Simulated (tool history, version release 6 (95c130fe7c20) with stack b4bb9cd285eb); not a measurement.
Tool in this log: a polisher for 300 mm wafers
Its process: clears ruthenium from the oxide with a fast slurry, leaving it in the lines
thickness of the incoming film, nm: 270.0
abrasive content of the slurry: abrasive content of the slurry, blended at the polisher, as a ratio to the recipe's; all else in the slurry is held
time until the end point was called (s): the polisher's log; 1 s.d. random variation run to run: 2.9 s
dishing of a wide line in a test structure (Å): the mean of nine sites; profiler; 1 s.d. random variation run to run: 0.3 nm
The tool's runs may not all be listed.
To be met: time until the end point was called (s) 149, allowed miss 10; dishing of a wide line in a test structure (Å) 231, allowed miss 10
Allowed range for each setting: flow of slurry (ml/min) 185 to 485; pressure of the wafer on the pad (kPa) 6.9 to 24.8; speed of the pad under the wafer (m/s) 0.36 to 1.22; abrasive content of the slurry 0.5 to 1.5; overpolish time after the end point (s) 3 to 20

run,hour,flow of slurry (ml/min),pressure of the wafer on the pad (kPa),speed of the pad under the wafer (m/s),abrasive content of the slurry,overpolish time after the end point (s),time until the end point was called (s),dishing of a wide line in a test structure (Å)
1,0,310,15.9,0.78,1,10,90.148,223.55
2,5.2,310,15.9,0.78,1,13,90.688,283.15
3,10.5,310,15.9,0.78,1.2,13,85.854,289.15
4,17.6,310,15.9,0.78,1.2,16,81.366,345.58
5,22.4,345,15.9,0.78,1.2,16,84.732,354.05
6,23.6,390,15.9,0.78,1.2,16,82.439,357.38
7,25.2,390,13.1,0.78,1.2,16,101.27,311.34
8,34.3,390,11.7,0.78,1.2,16,113.04,282.82
9,39.3,390,10.3,0.78,1.2,16,126.91,252.77
10,46.5,390,7.6,0.78,1.2,17,167.45,206.8
11,53,405,7.6,0.78,1.2,17,173.37,209.83

Which single option among these 5 for the next run brings every result within its allowed miss of target? Just one does.
A,59.5,425,7.6,0.8,1.5,15,?,?
B,59.5,355,6.9,0.68,1.1,18,?,?
C,59.5,465,11.7,0.58,1.15,15,?,?
D,59.5,430,9.7,0.7,1.25,17,?,?
E,59.5,355,6.9,0.68,1.1,20,?,?

move,time until the end point was called (s),dishing of a wide line in a test structure (Å)
A,155.19,200.59
B,223.95,170.2
C,152.44,203.77
D,149.39,231.24
E,223.95,187.03
A: corrects the largest miss of the last run, while another result sits out of spec
B: misses by more than the last run did
C: corrects the largest miss of the last run, while another result sits out of spec
D: meets every target
E: misses by more than the last run did
Correct choice: D, which meets every target

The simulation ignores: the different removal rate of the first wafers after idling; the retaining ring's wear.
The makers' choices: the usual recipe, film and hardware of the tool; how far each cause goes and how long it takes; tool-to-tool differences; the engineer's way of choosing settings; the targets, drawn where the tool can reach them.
